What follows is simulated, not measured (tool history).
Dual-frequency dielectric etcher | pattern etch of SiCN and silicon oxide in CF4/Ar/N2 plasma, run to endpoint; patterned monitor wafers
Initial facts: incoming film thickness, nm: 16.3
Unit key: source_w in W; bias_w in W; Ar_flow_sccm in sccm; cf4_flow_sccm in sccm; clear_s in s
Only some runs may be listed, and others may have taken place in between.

run,hour,source_w,bias_w,Ar_flow_sccm,cf4_flow_sccm,clear_s
1,0.0,580,82,101,46,15.699
2,3.8,580,82,118,46,16.013
3,4.9,660,82,118,46,14.085
4,7.3,660,82,104,46,13.820
5,12.2,660,82,121,46,14.071
6,19.3,590,78,122,45,16.570
7,23.0,540,77,122,45,18.596
8,26.2,510,77,122,45,19.497
9,32.5,480,77,122,45,20.819

Expected results for the next run?
10,35.5,370,75,123,45,?

{"run 10": {"clear_s": 29.036}}
